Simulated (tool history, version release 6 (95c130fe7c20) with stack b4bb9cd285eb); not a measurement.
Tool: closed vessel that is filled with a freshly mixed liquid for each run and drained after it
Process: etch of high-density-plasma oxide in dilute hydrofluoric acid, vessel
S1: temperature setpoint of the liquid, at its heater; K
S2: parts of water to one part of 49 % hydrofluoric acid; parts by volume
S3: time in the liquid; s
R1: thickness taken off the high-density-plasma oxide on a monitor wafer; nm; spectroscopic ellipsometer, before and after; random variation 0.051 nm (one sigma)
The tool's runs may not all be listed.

Run 1, day 0.000: S1 293.15 K, S2 225 parts by volume, S3 520 s. Result: R1 13.5430 nm.
Run 2, day 0.088: S1 293.15 K, S2 225 parts by volume, S3 520 s. Result: R1 13.6790 nm.
Run 3, day 0.200: S1 292.65 K, S2 250 parts by volume, S3 520 s. Result: R1 11.6650 nm.
Run 4, day 0.279: S1 290.65 K, S2 250 parts by volume, S3 520 s. Result: R1 10.7970 nm.
At day 0.638: thermometer replaced.
Run 5, day 0.638: S1 290.65 K, S2 270 parts by volume, S3 520 s. Result: R1 9.1347 nm.
Run 6, day 0.829: S1 292.15 K, S2 270 parts by volume, S3 520 s. Result: R1 9.6008 nm.
Run 7, day 1.150: S1 291.65 K, S2 280 parts by volume, S3 520 s. Result: R1 9.0192 nm.
Run 8, day 1.354: S1 291.15 K, S2 290 parts by volume, S3 520 s. Result: R1 8.5795 nm.

Run 9 comes next. What will it give?
Run 9, day 1.533: S1 291.15 K, S2 300 parts by volume, S3 520 s. Result: R1 ?.

R1: 8.1402 nm

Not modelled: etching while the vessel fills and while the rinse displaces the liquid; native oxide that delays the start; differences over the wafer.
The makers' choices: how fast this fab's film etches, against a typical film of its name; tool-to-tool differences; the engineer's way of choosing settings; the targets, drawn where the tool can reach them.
